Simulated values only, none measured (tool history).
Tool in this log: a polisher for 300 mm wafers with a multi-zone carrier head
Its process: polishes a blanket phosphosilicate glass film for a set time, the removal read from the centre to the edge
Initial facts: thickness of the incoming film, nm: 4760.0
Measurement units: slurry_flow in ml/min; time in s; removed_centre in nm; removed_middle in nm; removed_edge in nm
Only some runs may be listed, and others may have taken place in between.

run  hour  slurry_flow  centre_zone  middle_zone  edge_zone  slurry_solids  time  removed_centre  removed_middle  removed_edge
  1   0.0          215         1.00         1.00       1.00           1.00    61          327.16          328.44        324.29
  2   2.4          215         1.00         0.94       1.00           1.00    61          323.01          314.37        329.48
  3  10.8          215         1.00         0.94       1.00           1.00    47          246.38          241.38        252.11
  4  14.7          215         0.94         0.94       1.00           1.00    47          235.73          245.02        251.43
  5  19.0          250         0.94         0.94       1.00           1.00    47          240.85          243.16        254.94
  6  27.6          250         0.94         0.94       1.06           1.00    47          239.76          248.26        261.08
  7  35.2          250         0.96         0.97       1.05           1.05    49          255.87          269.51        283.85
  8  35.8          235         0.99         0.99       1.02           1.05    52          282.38          288.58        294.13
  9  42.0          230         1.01         1.01       1.00           1.10    53          300.54          297.07        304.41
 10  47.2          220         1.02         1.03       0.98           1.10    55          312.76          315.42        309.13

Run 11 comes next. What will it give?
 11  53.5          215         1.04         1.05       0.96           1.15    56               ?               ?             ?

removed_centre: 332.55 nm
removed_middle: 339.66 nm
removed_edge: 317.78 nm
